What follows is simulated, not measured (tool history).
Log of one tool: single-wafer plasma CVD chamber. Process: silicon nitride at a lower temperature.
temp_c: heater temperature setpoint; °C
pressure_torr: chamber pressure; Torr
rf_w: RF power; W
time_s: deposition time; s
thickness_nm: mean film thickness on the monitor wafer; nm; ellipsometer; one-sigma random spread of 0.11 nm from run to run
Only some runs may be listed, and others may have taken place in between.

{"run": 1, "day": 0.0, "temp_c": 335, "pressure_torr": 2.04, "rf_w": 300, "time_s": 25.5, "thickness_nm": 31.662}
{"run": 2, "day": 0.208, "temp_c": 345, "pressure_torr": 2.04, "rf_w": 300, "time_s": 25.5, "thickness_nm": 31.331}
{"run": 3, "day": 0.562, "temp_c": 345, "pressure_torr": 1.76, "rf_w": 300, "time_s": 25.5, "thickness_nm": 29.612}
{"run": 4, "day": 0.9, "temp_c": 345, "pressure_torr": 1.98, "rf_w": 305, "time_s": 25.5, "thickness_nm": 31.275}
{"run": 5, "day": 1.004, "temp_c": 345, "pressure_torr": 1.98, "rf_w": 265, "time_s": 25.5, "thickness_nm": 28.462}
{"run": 6, "day": 1.162, "temp_c": 345, "pressure_torr": 1.98, "rf_w": 235, "time_s": 25.5, "thickness_nm": 25.943}
{"run": 7, "day": 1.521, "temp_c": 345, "pressure_torr": 2.15, "rf_w": 250, "time_s": 25.5, "thickness_nm": 28.084}
{"run": 8, "day": 1.667, "temp_c": 345, "pressure_torr": 2.29, "rf_w": 265, "time_s": 25.5, "thickness_nm": 29.777}
{"run": 9, "day": 1.938, "temp_c": 345, "pressure_torr": 2.4, "rf_w": 275, "time_s": 25.5, "thickness_nm": 31.19}
{"run": 10, "day": 2.279, "temp_c": 345, "pressure_torr": 2.4, "rf_w": 275, "time_s": 25.5, "thickness_nm": 31.297}

Run 11 has not been measured yet. What should we expect?
{"run": 11, "day": 2.392, "temp_c": 344, "pressure_torr": 2.81, "rf_w": 325, "time_s": 25.5, "thickness_nm": "?"}

{"run 11": {"thickness_nm": 36.601}}
